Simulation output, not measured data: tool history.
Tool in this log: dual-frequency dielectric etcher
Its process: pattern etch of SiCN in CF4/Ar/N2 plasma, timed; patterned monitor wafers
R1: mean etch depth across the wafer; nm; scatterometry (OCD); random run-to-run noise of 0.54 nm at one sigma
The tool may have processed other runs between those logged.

run 1 hour=0 | source_power_(W)=530 bias_power_(W)=59 Ar_flow_(sccm)=128 CF4_flow_(sccm)=83 etch_time_(s)=71 | R1=65.347
run 2 hour=3.6 | source_power_(W)=560 bias_power_(W)=59 Ar_flow_(sccm)=128 CF4_flow_(sccm)=83 etch_time_(s)=71 | R1=66.782
run 3 hour=9.8 | source_power_(W)=560 bias_power_(W)=59 Ar_flow_(sccm)=128 CF4_flow_(sccm)=83 etch_time_(s)=74.5 | R1=71.102
run 4 hour=18.6 | source_power_(W)=560 bias_power_(W)=66 Ar_flow_(sccm)=128 CF4_flow_(sccm)=83 etch_time_(s)=74.5 | R1=72.452
run 5 hour=19.2 | source_power_(W)=580 bias_power_(W)=66 Ar_flow_(sccm)=127 CF4_flow_(sccm)=83 etch_time_(s)=74.5 | R1=74.435
run 6 hour=20.7 | source_power_(W)=540 bias_power_(W)=66 Ar_flow_(sccm)=127 CF4_flow_(sccm)=83 etch_time_(s)=74.5 | R1=71.069
run 7 hour=26.2 | source_power_(W)=640 bias_power_(W)=68 Ar_flow_(sccm)=126 CF4_flow_(sccm)=83 etch_time_(s)=74.5 | R1=79.972
run 8 hour=28.7 | source_power_(W)=650 bias_power_(W)=68 Ar_flow_(sccm)=126 CF4_flow_(sccm)=83 etch_time_(s)=74.5 | R1=81.078
run 9 hour=33.7 | source_power_(W)=660 bias_power_(W)=68 Ar_flow_(sccm)=126 CF4_flow_(sccm)=83 etch_time_(s)=74.5 | R1=81.759

For run 10, what comes out?
run 10 hour=42.3 | source_power_(W)=670 bias_power_(W)=68 Ar_flow_(sccm)=126 CF4_flow_(sccm)=83 etch_time_(s)=74.5 | R1=?

{"run 10": {"R1": 82.894}}
